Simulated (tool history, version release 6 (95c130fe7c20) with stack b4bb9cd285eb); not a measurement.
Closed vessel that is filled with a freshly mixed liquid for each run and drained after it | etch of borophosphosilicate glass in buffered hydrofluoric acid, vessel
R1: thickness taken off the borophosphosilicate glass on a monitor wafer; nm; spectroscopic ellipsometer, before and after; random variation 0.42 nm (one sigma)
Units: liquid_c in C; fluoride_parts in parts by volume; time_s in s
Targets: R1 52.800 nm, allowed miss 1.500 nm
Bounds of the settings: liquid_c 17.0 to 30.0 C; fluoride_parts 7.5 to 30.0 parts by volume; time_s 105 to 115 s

Run 1, hour 0.0: liquid_c 22.0 C, fluoride_parts 21.0 parts by volume, time_s 105 s. Result: R1 62.948 nm.
Run 2, hour 2.9: liquid_c 22.0 C, fluoride_parts 16.0 parts by volume, time_s 105 s. Result: R1 80.535 nm.
Run 3, hour 4.8: liquid_c 19.5 C, fluoride_parts 16.0 parts by volume, time_s 105 s. Result: R1 70.640 nm.
Run 4, hour 11.6: liquid_c 18.5 C, fluoride_parts 17.0 parts by volume, time_s 105 s. Result: R1 63.053 nm.
Run 5, hour 17.8: liquid_c 17.0 C, fluoride_parts 17.0 parts by volume, time_s 105 s. Result: R1 58.063 nm.
Run 6, hour 19.6: liquid_c 17.0 C, fluoride_parts 17.0 parts by volume, time_s 115 s. Result: R1 63.550 nm.
Run 7, hour 23.1: liquid_c 17.0 C, fluoride_parts 18.5 parts by volume, time_s 115 s. Result: R1 58.121 nm.
Run 8, hour 30.1: liquid_c 17.0 C, fluoride_parts 19.0 parts by volume, time_s 115 s. Result: R1 57.296 nm.
Run 9, hour 33.8: liquid_c 17.0 C, fluoride_parts 19.5 parts by volume, time_s 115 s. Result: R1 55.188 nm.

5 next moves are on the table. One of them brings every result within its allowed miss. Which?
Run A, hour 37.5: liquid_c 17.0 C, fluoride_parts 18.0 parts by volume, time_s 110 s. Result: R1 ?.
Run B, hour 37.5: liquid_c 17.0 C, fluoride_parts 18.5 parts by volume, time_s 115 s. Result: R1 ?.
Run C, hour 37.5: liquid_c 18.0 C, fluoride_parts 19.5 parts by volume, time_s 115 s. Result: R1 ?.
Run D, hour 37.5: liquid_c 17.0 C, fluoride_parts 18.5 parts by volume, time_s 105 s. Result: R1 ?.
Run E, hour 37.5: liquid_c 18.0 C, fluoride_parts 20.5 parts by volume, time_s 115 s. Result: R1 ?.

move      R1
   A  57.780
   B  58.786
   C  59.028
   D  53.674
   E  56.585
A: further off than the last run
B: further off than the last run
C: further off than the last run
D: meets every target
E: further off than the last run
Answer: D
